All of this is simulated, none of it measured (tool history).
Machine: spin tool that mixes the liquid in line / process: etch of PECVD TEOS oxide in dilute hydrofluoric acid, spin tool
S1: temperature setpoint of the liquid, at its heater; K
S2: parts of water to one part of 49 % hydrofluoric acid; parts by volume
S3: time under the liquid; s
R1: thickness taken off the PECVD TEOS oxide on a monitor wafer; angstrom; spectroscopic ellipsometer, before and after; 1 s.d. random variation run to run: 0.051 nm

run 1 hour=0 | S1=296.15 S2=140 S3=65 | R1=83.105
run 2 hour=8.5 | S1=296.15 S2=140 S3=65 | R1=82.976
run 3 hour=9.5 | S1=298.65 S2=140 S3=65 | R1=90.505
run 4 hour=15.4 | S1=300.15 S2=140 S3=65 | R1=95.867
run 5 hour=23.4 | S1=301.15 S2=140 S3=65 | R1=100.61
run 6 hour=32.4 | S1=301.15 S2=170 S3=65 | R1=79.469
run 7 hour=35.9 | S1=302.15 S2=160 S3=65 | R1=89.119
run 8 hour=40.5 | S1=302.65 S2=155 S3=65 | R1=93.49

Forecast run 9:
run 9 hour=45.4 | S1=303.15 S2=150 S3=65 | R1=?

R1: 98.975 angstrom

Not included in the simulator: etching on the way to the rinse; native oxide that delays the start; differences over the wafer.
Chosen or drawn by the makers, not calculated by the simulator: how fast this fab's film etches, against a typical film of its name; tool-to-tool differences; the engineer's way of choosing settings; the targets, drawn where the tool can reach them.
